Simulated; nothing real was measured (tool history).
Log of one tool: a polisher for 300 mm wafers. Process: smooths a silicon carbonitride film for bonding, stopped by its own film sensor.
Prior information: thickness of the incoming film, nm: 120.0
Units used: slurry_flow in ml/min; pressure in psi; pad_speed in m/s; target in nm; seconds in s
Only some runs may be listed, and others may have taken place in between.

run  hour  slurry_flow  pressure  pad_speed  slurry_solids  target  seconds
  1   0.0          245       1.8       0.88            1.0     101  101.470
  2   7.9          245       1.8       0.88            1.0     100  109.820
  3  10.4          245       1.8       1.00            1.0     100   95.383
  4  19.2          245       1.7       1.00            1.0     100  103.690
  5  20.1          245       1.7       1.00            1.0     101   92.056
  6  27.6          245       1.6       0.98            1.0     101   98.876

Run 7 has not been measured yet. What should we expect?
  7  32.7          245       1.5       0.96            1.0     101        ?

Run 7 came out at seconds 106.930 s.

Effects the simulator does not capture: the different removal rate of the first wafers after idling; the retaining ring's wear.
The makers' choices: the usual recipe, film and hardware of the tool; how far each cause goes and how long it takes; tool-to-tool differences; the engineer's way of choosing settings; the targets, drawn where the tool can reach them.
